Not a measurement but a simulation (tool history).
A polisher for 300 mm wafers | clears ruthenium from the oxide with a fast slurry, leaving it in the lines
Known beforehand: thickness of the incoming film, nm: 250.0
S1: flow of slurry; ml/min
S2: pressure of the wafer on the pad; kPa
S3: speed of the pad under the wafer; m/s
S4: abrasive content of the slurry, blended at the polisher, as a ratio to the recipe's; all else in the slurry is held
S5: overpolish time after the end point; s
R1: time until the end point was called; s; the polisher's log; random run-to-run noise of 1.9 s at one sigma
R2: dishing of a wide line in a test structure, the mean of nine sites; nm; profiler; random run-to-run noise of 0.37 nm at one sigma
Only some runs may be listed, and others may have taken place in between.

| run | hour | S1 | S2 | S3 | S4 | S5 | R1 | R2 |
|---|---|---|---|---|---|---|---|---|
| 1 | 0.0 | 250 | 13.1 | 1.04 | 1.00 | 22 | 66.092 | 36.833 |
| 2 | 8.3 | 250 | 11.0 | 1.00 | 1.00 | 22 | 80.903 | 32.899 |
| 3 | 14.8 | 250 | 11.0 | 1.00 | 1.15 | 22 | 76.724 | 34.125 |
| 4 | 17.6 | 250 | 9.0 | 1.00 | 1.15 | 22 | 95.880 | 30.417 |
| 5 | 21.6 | 250 | 8.3 | 1.00 | 1.15 | 22 | 101.770 | 29.026 |
| 6 | 29.5 | 190 | 8.3 | 1.00 | 1.15 | 22 | 103.280 | 28.421 |
| 7 | 32.1 | 190 | 7.6 | 1.00 | 1.15 | 23 | 114.750 | 28.251 |
| 8 | 40.8 | 185 | 7.6 | 1.00 | 1.15 | 23 | 111.320 | 27.788 |

What does the tool deliver on the next run?
| 9 | 47.4 | 185 | 7.6 | 1.00 | 1.15 | 24 | ? | ? |

{"run 9": {"R1": 117.37, "R2": 29.288}}

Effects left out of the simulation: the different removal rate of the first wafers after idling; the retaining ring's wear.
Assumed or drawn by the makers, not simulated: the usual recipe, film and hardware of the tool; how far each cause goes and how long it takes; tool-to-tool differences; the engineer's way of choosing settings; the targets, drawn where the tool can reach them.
